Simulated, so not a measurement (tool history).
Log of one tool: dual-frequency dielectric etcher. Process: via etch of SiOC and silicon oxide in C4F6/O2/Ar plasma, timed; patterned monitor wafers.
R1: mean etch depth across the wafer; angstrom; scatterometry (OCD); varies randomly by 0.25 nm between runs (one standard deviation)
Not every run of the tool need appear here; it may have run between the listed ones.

run 1 hour=0.0 | source_power_(W)=490 bias_power_(W)=227 etch_time_(s)=36.5 | R1=446.03
run 2 hour=7.7 | source_power_(W)=460 bias_power_(W)=222 etch_time_(s)=36.5 | R1=433.62
run 3 hour=15.6 | source_power_(W)=440 bias_power_(W)=217 etch_time_(s)=36.5 | R1=413.30
run 4 hour=18.5 | source_power_(W)=440 bias_power_(W)=239 etch_time_(s)=36.5 | R1=425.18
-- hour=23.9 source power generator calibrated
run 5 hour=23.9 | source_power_(W)=440 bias_power_(W)=198 etch_time_(s)=36.5 | R1=411.13
run 6 hour=28.0 | source_power_(W)=360 bias_power_(W)=198 etch_time_(s)=36.5 | R1=360.82

Predict the results of run 7:
run 7 hour=35.7 | source_power_(W)=370 bias_power_(W)=199 etch_time_(s)=36.5 | R1=?

R1: 362.81 angstrom

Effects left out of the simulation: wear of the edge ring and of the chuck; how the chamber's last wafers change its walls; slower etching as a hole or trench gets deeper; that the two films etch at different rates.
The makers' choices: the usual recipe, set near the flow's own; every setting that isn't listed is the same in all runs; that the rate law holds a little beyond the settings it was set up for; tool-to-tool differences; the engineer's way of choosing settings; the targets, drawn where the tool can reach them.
